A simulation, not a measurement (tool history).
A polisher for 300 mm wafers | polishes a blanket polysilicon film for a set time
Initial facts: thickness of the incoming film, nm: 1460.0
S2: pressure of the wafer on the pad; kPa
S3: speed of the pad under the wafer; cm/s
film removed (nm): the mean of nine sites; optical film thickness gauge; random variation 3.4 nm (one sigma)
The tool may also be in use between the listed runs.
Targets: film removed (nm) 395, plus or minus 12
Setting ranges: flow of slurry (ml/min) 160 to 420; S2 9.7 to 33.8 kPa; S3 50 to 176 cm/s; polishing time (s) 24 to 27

Run 1, hour 0: flow of slurry (ml/min) 270, S2 21.4 kPa, S3 112 cm/s, polishing time (s) 27. Result: film removed (nm) 276.18.
Run 2, hour 0.8: flow of slurry (ml/min) 270, S2 22.1 kPa, S3 112 cm/s, polishing time (s) 27. Result: film removed (nm) 286.19.
Run 3, hour 9.3: flow of slurry (ml/min) 270, S2 22.8 kPa, S3 112 cm/s, polishing time (s) 27. Result: film removed (nm) 296.71.
Run 4, hour 16.4: flow of slurry (ml/min) 270, S2 22.8 kPa, S3 112 cm/s, polishing time (s) 27. Result: film removed (nm) 293.78.
At hour 25: head pressure recalibrated.
Run 5, hour 25: flow of slurry (ml/min) 330, S2 22.8 kPa, S3 112 cm/s, polishing time (s) 27. Result: film removed (nm) 280.5.
Run 6, hour 27.7: flow of slurry (ml/min) 320, S2 23.4 kPa, S3 112 cm/s, polishing time (s) 27. Result: film removed (nm) 289.8.
Run 7, hour 29.5: flow of slurry (ml/min) 310, S2 24.1 kPa, S3 112 cm/s, polishing time (s) 27. Result: film removed (nm) 297.34.
Run 8, hour 32.4: flow of slurry (ml/min) 320, S2 30.3 kPa, S3 114 cm/s, polishing time (s) 27. Result: film removed (nm) 371.75.
Run 9, hour 34.9: flow of slurry (ml/min) 315, S2 30.3 kPa, S3 114 cm/s, polishing time (s) 27. Result: film removed (nm) 368.4.
Run 10, hour 43: flow of slurry (ml/min) 310, S2 30.3 kPa, S3 114 cm/s, polishing time (s) 27. Result: film removed (nm) 371.09.
Run 11, hour 49.5: flow of slurry (ml/min) 305, S2 30.3 kPa, S3 114 cm/s, polishing time (s) 27. Result: film removed (nm) 361.3.
Run 12, hour 56.8: flow of slurry (ml/min) 305, S2 31 kPa, S3 114 cm/s, polishing time (s) 27. Result: film removed (nm) 374.08.
Run 13, hour 62: flow of slurry (ml/min) 305, S2 31.7 kPa, S3 114 cm/s, polishing time (s) 27. Result: film removed (nm) 377.26.

5 candidate next runs follow, results not yet known. Just one meets every target within its allowed miss. Identify it.
Run A, hour 67.2: flow of slurry (ml/min) 330, S2 29 kPa, S3 126 cm/s, polishing time (s) 25. Result: film removed (nm) ?.
Run B, hour 67.2: flow of slurry (ml/min) 355, S2 33.8 kPa, S3 116 cm/s, polishing time (s) 27. Result: film removed (nm) ?.
Run C, hour 67.2: flow of slurry (ml/min) 325, S2 33.8 kPa, S3 116 cm/s, polishing time (s) 27. Result: film removed (nm) ?.
Run D, hour 67.2: flow of slurry (ml/min) 330, S2 31 kPa, S3 120 cm/s, polishing time (s) 24. Result: film removed (nm) ?.
Run E, hour 67.2: flow of slurry (ml/min) 250, S2 30.3 kPa, S3 124 cm/s, polishing time (s) 27. Result: film removed (nm) ?.

move  film removed (nm)
   A              358.2
   B             412.61
   C             409.85
   D             349.04
   E             387.52
A: the biggest miss grows against the last run
B: moves the result that the last run missed by most past its target, out the other side
C: moves the result that the last run missed by most past its target, out the other side
D: the biggest miss grows against the last run
E: all results land within tolerance of their targets
So the answer is move E, the one that meets all the targets.

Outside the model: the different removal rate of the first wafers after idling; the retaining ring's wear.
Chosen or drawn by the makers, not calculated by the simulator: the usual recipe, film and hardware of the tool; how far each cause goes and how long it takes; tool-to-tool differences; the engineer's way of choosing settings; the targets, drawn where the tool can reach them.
